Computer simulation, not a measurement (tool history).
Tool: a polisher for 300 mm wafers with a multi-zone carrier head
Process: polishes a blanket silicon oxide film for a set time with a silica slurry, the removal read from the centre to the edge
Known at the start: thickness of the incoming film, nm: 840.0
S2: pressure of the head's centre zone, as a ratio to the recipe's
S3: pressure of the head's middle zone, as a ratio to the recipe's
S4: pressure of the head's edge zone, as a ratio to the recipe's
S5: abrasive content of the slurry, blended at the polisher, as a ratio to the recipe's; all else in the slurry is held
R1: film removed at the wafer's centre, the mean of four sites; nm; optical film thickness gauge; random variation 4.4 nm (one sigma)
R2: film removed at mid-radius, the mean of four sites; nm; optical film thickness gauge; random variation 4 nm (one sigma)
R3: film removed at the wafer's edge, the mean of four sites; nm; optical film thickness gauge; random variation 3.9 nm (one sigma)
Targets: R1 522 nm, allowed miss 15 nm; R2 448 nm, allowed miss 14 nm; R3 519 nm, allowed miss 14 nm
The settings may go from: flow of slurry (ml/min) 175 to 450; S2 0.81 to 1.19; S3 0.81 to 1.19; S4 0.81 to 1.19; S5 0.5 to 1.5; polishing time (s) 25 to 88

Run 1, hour 0: flow of slurry (ml/min) 290, S2 1, S3 1, S4 1, S5 1, polishing time (s) 56. Result: R1 335.79 nm, R2 335.29 nm, R3 344.19 nm.
Run 2, hour 5.9: flow of slurry (ml/min) 290, S2 1.01, S3 1, S4 1.02, S5 1.05, polishing time (s) 57. Result: R1 354.55 nm, R2 346.96 nm, R3 356.06 nm.
Run 3, hour 11: flow of slurry (ml/min) 290, S2 1.01, S3 1, S4 1.02, S5 1.05, polishing time (s) 65. Result: R1 402.1 nm, R2 392.44 nm, R3 405.89 nm.
Run 4, hour 17.5: flow of slurry (ml/min) 290, S2 1.01, S3 0.99, S4 1.04, S5 1.1, polishing time (s) 65. Result: R1 411.25 nm, R2 397.18 nm, R3 418.66 nm.
Run 5, hour 21.3: flow of slurry (ml/min) 290, S2 1.01, S3 0.99, S4 0.97, S5 1.1, polishing time (s) 65. Result: R1 410.52 nm, R2 397.72 nm, R3 404.44 nm.
Run 6, hour 28.9: flow of slurry (ml/min) 290, S2 1.07, S3 0.99, S4 0.97, S5 1.1, polishing time (s) 65. Result: R1 427.07 nm, R2 389.91 nm, R3 402.14 nm.
Run 7, hour 30.7: flow of slurry (ml/min) 325, S2 1.13, S3 0.98, S4 1.07, S5 1.35, polishing time (s) 66. Result: R1 496.21 nm, R2 428.91 nm, R3 459.26 nm.
Run 8, hour 32.9: flow of slurry (ml/min) 325, S2 1.13, S3 0.97, S4 1.08, S5 1.35, polishing time (s) 66. Result: R1 502.19 nm, R2 423.35 nm, R3 462.81 nm.
Run 9, hour 39: flow of slurry (ml/min) 325, S2 1.12, S3 0.97, S4 1.09, S5 1.35, polishing time (s) 66. Result: R1 496.88 nm, R2 423.54 nm, R3 460.75 nm.
Run 10, hour 45.1: flow of slurry (ml/min) 325, S2 1.11, S3 0.96, S4 1.1, S5 1.35, polishing time (s) 66. Result: R1 492.83 nm, R2 422.97 nm, R3 465.25 nm.
Run 11, hour 53: flow of slurry (ml/min) 360, S2 1.1, S3 0.95, S4 1.19, S5 1.45, polishing time (s) 66. Result: R1 506.33 nm, R2 433.78 nm, R3 495.51 nm.

4 next moves are on the table. One of them brings every result within its allowed miss. Which?
Run A, hour 60.9: flow of slurry (ml/min) 330, S2 0.98, S3 0.85, S4 1.19, S5 1.45, polishing time (s) 73. Result: R1 ?, R2 ?, R3 ?.
Run B, hour 60.9: flow of slurry (ml/min) 405, S2 1.07, S3 0.92, S4 1.15, S5 1.25, polishing time (s) 73. Result: R1 ?, R2 ?, R3 ?.
Run C, hour 60.9: flow of slurry (ml/min) 305, S2 1.01, S3 1, S4 1.18, S5 1.5, polishing time (s) 66. Result: R1 ?, R2 ?, R3 ?.
Run D, hour 60.9: flow of slurry (ml/min) 450, S2 1.16, S3 0.95, S4 1.11, S5 1.25, polishing time (s) 66. Result: R1 ?, R2 ?, R3 ?.

move      R1      R2      R3
   A   495.4   437.3  545.46
   B  527.18  451.23     520
   C  462.91  449.08  492.58
   D  521.35  421.15  465.82
A: takes the result that was furthest off past its target
B: meets every target
C: further off than the last run
D: further off than the last run
Move B is the one to make.

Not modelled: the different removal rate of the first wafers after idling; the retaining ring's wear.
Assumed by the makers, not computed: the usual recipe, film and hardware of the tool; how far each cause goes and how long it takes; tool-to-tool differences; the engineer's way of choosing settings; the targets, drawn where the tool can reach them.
